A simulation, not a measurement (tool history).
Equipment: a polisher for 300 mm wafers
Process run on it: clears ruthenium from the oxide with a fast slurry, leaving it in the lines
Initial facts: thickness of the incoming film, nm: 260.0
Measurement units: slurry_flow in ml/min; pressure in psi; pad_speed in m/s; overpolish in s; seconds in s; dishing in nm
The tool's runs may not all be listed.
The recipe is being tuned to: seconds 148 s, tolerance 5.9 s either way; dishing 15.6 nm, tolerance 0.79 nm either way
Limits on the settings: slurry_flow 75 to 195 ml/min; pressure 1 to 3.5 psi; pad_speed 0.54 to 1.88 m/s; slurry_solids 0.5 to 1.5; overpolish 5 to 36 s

{"run": 1, "hour": 0.0, "slurry_flow": 125, "pressure": 2.2, "pad_speed": 1.2, "slurry_solids": 1, "overpolish": 18, "seconds": 80.169, "dishing": 45.428}
{"run": 2, "hour": 3.0, "slurry_flow": 135, "pressure": 1.8, "pad_speed": 1.12, "slurry_solids": 1, "overpolish": 14, "seconds": 102.57, "dishing": 28.043}
{"run": 3, "hour": 9.9, "slurry_flow": 135, "pressure": 1.8, "pad_speed": 1.12, "slurry_solids": 1, "overpolish": 10, "seconds": 102.51, "dishing": 20.436}
{"run": 4, "hour": 13.7, "slurry_flow": 135, "pressure": 1.8, "pad_speed": 1.32, "slurry_solids": 1, "overpolish": 10, "seconds": 88.23, "dishing": 23.886}
{"run": 5, "hour": 15.9, "slurry_flow": 125, "pressure": 1.8, "pad_speed": 1.32, "slurry_solids": 1, "overpolish": 10, "seconds": 87.673, "dishing": 23.816}
{"run": 6, "hour": 18.0, "slurry_flow": 125, "pressure": 1.8, "pad_speed": 1.32, "slurry_solids": 1.2, "overpolish": 10, "seconds": 81.789, "dishing": 25.881}
{"run": 7, "hour": 26.5, "slurry_flow": 120, "pressure": 1.5, "pad_speed": 1.24, "slurry_solids": 1.2, "overpolish": 10, "seconds": 103.32, "dishing": 20.558}
{"run": 8, "hour": 28.5, "slurry_flow": 115, "pressure": 1.3, "pad_speed": 1.22, "slurry_solids": 1.2, "overpolish": 10, "seconds": 117.68, "dishing": 17.568}
{"run": 9, "hour": 34.9, "slurry_flow": 105, "pressure": 1.2, "pad_speed": 1.2, "slurry_solids": 1.2, "overpolish": 11, "seconds": 130.8, "dishing": 17.477}
{"run": 10, "hour": 37.5, "slurry_flow": 85, "pressure": 1, "pad_speed": 1.2, "slurry_solids": 1.2, "overpolish": 10, "seconds": 154.86, "dishing": 13.05}
{"run": 11, "hour": 40.8, "slurry_flow": 90, "pressure": 1, "pad_speed": 1.2, "slurry_solids": 1.2, "overpolish": 11, "seconds": 156.88, "dishing": 14.679}
{"run": 12, "hour": 43.4, "slurry_flow": 110, "pressure": 1.1, "pad_speed": 1.2, "slurry_solids": 1.2, "overpolish": 10, "seconds": 141.43, "dishing": 14.64}
{"run": 13, "hour": 50.4, "slurry_flow": 105, "pressure": 1.1, "pad_speed": 1.2, "slurry_solids": 1.2, "overpolish": 11, "seconds": 140.96, "dishing": 16.462}

Next run, 4 choices. One meets every target within its allowed miss, the rest don't. Which?
{"run": "A", "hour": 57.4, "slurry_flow": 100, "pressure": 1, "pad_speed": 1.42, "slurry_solids": 1.05, "overpolish": 9, "seconds": "?", "dishing": "?"}
{"run": "B", "hour": 57.4, "slurry_flow": 95, "pressure": 1.4, "pad_speed": 1.1, "slurry_solids": 1.05, "overpolish": 10, "seconds": "?", "dishing": "?"}
{"run": "C", "hour": 57.4, "slurry_flow": 135, "pressure": 1, "pad_speed": 1.12, "slurry_solids": 1.4, "overpolish": 11, "seconds": "?", "dishing": "?"}
{"run": "D", "hour": 57.4, "slurry_flow": 100, "pressure": 1.4, "pad_speed": 0.94, "slurry_solids": 1.2, "overpolish": 10, "seconds": "?", "dishing": "?"}

move=A seconds=137.12 dishing=13.853
move=B seconds=132.66 dishing=15.833
move=C seconds=147.36 dishing=15.685
move=D seconds=145 dishing=14.532
A: its largest miss is bigger than the last run's
B: its largest miss is bigger than the last run's
C: each result inside its tolerance
D: gets the furthest-off result to its target, but another result is out of tolerance
Go with C: it meets all targets.

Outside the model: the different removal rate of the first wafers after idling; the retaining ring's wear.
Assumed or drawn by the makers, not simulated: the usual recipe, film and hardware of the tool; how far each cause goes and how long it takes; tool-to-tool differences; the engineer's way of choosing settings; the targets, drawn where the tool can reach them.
